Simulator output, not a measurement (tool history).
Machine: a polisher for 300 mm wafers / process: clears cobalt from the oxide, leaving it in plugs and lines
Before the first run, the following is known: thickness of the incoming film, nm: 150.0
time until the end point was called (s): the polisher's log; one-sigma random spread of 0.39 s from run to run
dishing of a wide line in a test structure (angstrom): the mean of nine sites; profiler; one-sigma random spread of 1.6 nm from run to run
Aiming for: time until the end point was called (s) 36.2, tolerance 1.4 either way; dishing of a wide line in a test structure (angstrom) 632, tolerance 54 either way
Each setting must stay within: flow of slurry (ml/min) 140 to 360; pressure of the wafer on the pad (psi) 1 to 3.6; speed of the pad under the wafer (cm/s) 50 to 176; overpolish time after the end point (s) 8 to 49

run,hour,flow of slurry (ml/min),pressure of the wafer on the pad (psi),speed of the pad under the wafer (cm/s),overpolish time after the end point (s),time until the end point was called (s),dishing of a wide line in a test structure (angstrom)
1,0,230,2.3,112,25,20.988,627.37
2,7.2,230,2.2,112,26,22.689,658.02
3,13.3,230,2.2,98,26,24.952,641.44
4,15.1,230,2.1,98,26,25.855,620.31
5,23.6,230,2.1,98,19,25.575,554.48
6,25.1,230,2.1,98,29,25.557,610.94
7,29.8,225,2,98,31,26.444,623.76
8,31.1,225,1.9,98,33,28.968,647.67
9,31.9,220,1.4,96,32,38.941,574.68
10,35.8,220,1.4,96,32,37.97,549.98
11,36.6,220,1.4,96,33,39.249,591.01

Pick the move, out of 5, that brings all results within their allowed miss; only one does.
A,37.4,235,1.3,112,25,?,?
B,37.4,250,1.5,92,37,?,?
C,37.4,225,1.1,130,36,?,?
D,37.4,230,1.1,130,29,?,?
E,37.4,255,1.2,94,44,?,?

move,time until the end point was called (s),dishing of a wide line in a test structure (angstrom)
A,37.527,547.73
B,36.818,632.62
C,39.963,613.59
D,39.872,568.6
E,44.833,630.65
A: the furthest-off result lands on target, but another misses its tolerance
B: meets every target
C: lands further from the targets than the last run did
D: lands further from the targets than the last run did
E: lands further from the targets than the last run did
The right move is B.
